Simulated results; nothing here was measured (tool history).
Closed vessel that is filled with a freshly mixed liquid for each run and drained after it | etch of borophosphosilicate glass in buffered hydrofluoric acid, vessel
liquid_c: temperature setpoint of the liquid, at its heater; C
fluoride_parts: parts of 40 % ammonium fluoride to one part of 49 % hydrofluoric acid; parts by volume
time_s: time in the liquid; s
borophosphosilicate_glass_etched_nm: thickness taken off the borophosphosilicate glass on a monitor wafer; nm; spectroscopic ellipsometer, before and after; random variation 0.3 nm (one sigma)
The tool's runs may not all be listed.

run,hour,liquid_c,fluoride_parts,time_s,borophosphosilicate_glass_etched_nm
1,0,23,21,90,52.749
2,2,23,21,100,59.161
3,6.3,22,22,100,54.551
4,15.3,22,26,100,47.998
5,24,21.5,26.5,100,46.356
6,28.5,21,27,100,44.306
7,36.2,20.5,27.5,100,42.93
8,43.5,20,28,100,41.012
9,49,19.5,28.5,100,39.058
# hour 52.8: hydrofluoric acid flow meter replaced
10,52.8,19,28.5,100,36.779

Run 11 comes next. What will it give?
11,61.6,18,28.5,100,?

borophosphosilicate_glass_etched_nm: 34.951 nm

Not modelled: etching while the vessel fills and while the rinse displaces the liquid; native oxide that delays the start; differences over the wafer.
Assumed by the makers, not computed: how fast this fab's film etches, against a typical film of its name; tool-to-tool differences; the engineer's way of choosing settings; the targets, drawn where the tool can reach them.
